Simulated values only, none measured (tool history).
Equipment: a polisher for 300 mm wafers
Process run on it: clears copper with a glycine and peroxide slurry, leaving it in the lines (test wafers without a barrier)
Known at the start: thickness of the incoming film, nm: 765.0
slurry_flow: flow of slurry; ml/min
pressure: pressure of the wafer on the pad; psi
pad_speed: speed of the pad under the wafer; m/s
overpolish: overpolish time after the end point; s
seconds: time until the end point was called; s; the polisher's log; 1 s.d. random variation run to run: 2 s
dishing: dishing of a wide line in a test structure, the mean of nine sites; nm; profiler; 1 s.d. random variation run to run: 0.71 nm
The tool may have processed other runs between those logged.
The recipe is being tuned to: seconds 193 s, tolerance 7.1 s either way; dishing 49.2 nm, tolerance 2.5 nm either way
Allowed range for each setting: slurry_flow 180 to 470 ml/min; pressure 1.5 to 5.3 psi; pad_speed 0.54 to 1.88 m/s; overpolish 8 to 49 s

run  hour  slurry_flow  pressure  pad_speed  overpolish  seconds  dishing
  1     0          300       3.4        1.2          25   87.388   102.27
  2   4.6          300       3.4        1.2          18   89.947   80.545
  3   6.4          295       2.8       1.08          18   115.76   65.703
  4  14.9          230       2.8       1.08          18   117.33   65.836
  5  16.5          230       2.4       1.02          19   140.09   58.676
  6  21.5          230       2.7       1.02          19      125   63.593
  7  26.8          230       2.3       0.98          20   150.65   58.786
  8  31.1          230       2.1       0.98          20   160.78   54.832
     35.2  -- worn pad replaced by a new one
  9  35.2          230       1.9       0.98          20   155.39   56.697
 10  39.1          220       1.8       0.94          20   166.85   51.874
 11  43.9          220       1.8       0.94          20   169.22   53.979

Consider the 4 candidate settings below. Which is the only one whose results all fall within their allowed miss of target?
  A  48.7          255       1.5        0.9          22        ?        ?
  B  48.7          180       1.5       0.82          27        ?        ?
  C  48.7          210       1.5       0.94          18        ?        ?
  D  48.7          245       1.5       0.98          21        ?        ?

move  seconds  dishing
   A   192.04   49.813
   B   213.73   54.019
   C   190.49   42.584
   D   181.64   49.968
A: in spec on every target
B: the result that was furthest off in the last run now lies on the other side of its target
C: meets the target for the result that was furthest off, but another lies outside its allowed miss
D: closer than the last run, but not yet in spec
A is the move that brings every result within its allowed miss.
